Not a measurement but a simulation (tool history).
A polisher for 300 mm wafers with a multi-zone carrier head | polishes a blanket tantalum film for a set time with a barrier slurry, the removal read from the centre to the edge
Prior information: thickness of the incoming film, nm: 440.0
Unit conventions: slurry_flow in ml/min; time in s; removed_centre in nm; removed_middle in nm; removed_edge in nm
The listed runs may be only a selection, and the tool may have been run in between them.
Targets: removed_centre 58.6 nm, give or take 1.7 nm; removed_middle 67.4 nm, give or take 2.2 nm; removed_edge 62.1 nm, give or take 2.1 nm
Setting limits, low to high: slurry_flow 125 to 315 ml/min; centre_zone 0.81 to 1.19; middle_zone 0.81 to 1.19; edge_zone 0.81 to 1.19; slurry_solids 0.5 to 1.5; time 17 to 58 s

run,hour,slurry_flow,centre_zone,middle_zone,edge_zone,slurry_solids,time,removed_centre,removed_middle,removed_edge
1,0,205,1,1,1,1,37,105.4,101.9,103.48
2,1.2,205,1,1.04,1,1,37,104.94,102.73,105.07
3,5,205,1,1,1,1,37,104.13,99.6,102.17
4,6.9,230,1,1,1,1,37,106.31,102.06,101.36
5,15.5,235,0.96,0.99,0.98,0.9,35,91.891,90.82,92.901
6,19.3,235,0.96,0.99,0.98,1.05,35,99.836,96.749,100.39
7,25.7,250,0.95,1.02,0.96,0.95,33,90.737,89.895,90.518
8,32.5,260,0.93,1.05,0.94,0.85,31,78.016,82.61,78.059
9,33.3,260,0.91,1.04,0.92,0.8,31,72.747,79.34,76.651
10,41,265,0.91,1.04,0.9,0.75,31,71.095,76.381,70.842
11,49.8,250,0.89,1.03,0.88,0.75,31,68.471,75.314,70.202
12,54.7,240,0.88,1.02,0.86,0.75,31,68.074,74.414,69.229
13,60.8,240,0.87,1.01,0.85,0.7,31,63.476,69.589,66.403
14,62.7,240,0.87,1.01,0.85,0.7,31,63.17,69.417,65.278

Of the 5 settings listed for the next run, only one would bring every result within its allowed miss of target. Which one?
A,64.6,285,0.92,1.16,0.81,0.7,28,?,?,?
B,64.6,315,0.87,1.06,0.81,0.6,34,?,?,?
C,64.6,315,0.96,1.07,0.81,0.6,32,?,?,?
D,64.6,235,0.89,1,0.94,0.7,30,?,?,?
E,64.6,315,0.85,1.04,0.88,0.75,27,?,?,?

move,removed_centre,removed_middle,removed_edge
A,61.262,73.462,58.389
B,61.286,71.969,61.733
C,63.705,68.248,58.093
D,62.076,68.025,66.099
E,57.967,68.578,62.047
A: as far off as the last run
B: nearer the targets than the last run, but a result is still out of spec
C: moves away from the targets compared with the last run
D: nearer the targets than the last run, but a result is still out of spec
E: every result lands within tolerance
So the answer is move E, the one that meets all the targets.
